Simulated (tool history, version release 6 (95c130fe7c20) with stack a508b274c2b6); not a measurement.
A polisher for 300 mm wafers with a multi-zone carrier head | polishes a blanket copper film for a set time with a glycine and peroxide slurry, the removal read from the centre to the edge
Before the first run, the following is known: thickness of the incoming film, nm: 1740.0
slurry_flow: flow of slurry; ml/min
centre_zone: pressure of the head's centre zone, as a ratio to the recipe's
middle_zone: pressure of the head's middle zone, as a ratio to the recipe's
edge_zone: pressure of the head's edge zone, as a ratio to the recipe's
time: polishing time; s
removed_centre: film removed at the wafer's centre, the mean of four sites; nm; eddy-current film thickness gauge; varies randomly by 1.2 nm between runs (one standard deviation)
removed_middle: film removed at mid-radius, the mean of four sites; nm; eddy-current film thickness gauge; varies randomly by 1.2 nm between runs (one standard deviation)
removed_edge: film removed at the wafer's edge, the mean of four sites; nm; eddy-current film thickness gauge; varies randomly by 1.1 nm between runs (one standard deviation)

| run | hour | slurry_flow | centre_zone | middle_zone | edge_zone | time | removed_centre | removed_middle | removed_edge |
|---|---|---|---|---|---|---|---|---|---|
| 1 | 0.0 | 225 | 1.00 | 1.00 | 1.00 | 58 | 246.63 | 222.49 | 225.36 |
| 2 | 5.4 | 205 | 0.94 | 0.96 | 0.96 | 54 | 213.34 | 196.94 | 201.59 |
| 3 | 12.0 | 205 | 1.00 | 0.96 | 0.96 | 54 | 228.13 | 198.83 | 203.39 |
| 4 | 13.4 | 205 | 1.00 | 0.96 | 0.96 | 41 | 170.72 | 149.82 | 154.48 |
| 5 | 21.1 | 205 | 0.97 | 0.97 | 0.99 | 41 | 165.98 | 150.05 | 157.16 |
| 6 | 22.1 | 205 | 0.97 | 0.97 | 1.02 | 41 | 168.01 | 150.11 | 157.60 |
|  | 30.7 | centre zone pressure recalibrated |
| 7 | 30.7 | 190 | 0.87 | 0.98 | 1.10 | 43 | 142.49 | 157.51 | 171.00 |

Predict the results of run 8:
| 8 | 35.8 | 200 | 0.89 | 0.98 | 1.08 | 43 | ? | ? | ? |

Run 8 came out at removed_centre 144.02 nm, removed_middle 156.72 nm, removed_edge 170.22 nm.
